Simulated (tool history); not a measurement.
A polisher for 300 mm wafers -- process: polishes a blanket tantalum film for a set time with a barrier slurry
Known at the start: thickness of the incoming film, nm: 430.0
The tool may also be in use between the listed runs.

run	hour	flow of slurry (ml/min)	pressure of the wafer on the pad (psi)	speed of the pad under the wafer (cm/s)	abrasive content of the slurry	polishing time (s)	film removed (Å)
1	0.0	285	1.3	126	1.0	123	1937.0
2	1.7	215	1.3	126	1.0	123	1873.2
3	10.3	215	1.1	126	1.0	123	1600.7
4	12.8	215	1.3	126	1.0	123	1852.7
5	15.8	215	1.3	126	0.9	123	1789.0
6	17.5	215	1.3	142	0.9	123	1990.2
7	24.0	215	1.1	140	0.9	123	1736.6

Forecast run 8:
8	32.0	215	1.0	140	0.9	123	?

Run 8 gave film removed (Å) 1505.2.
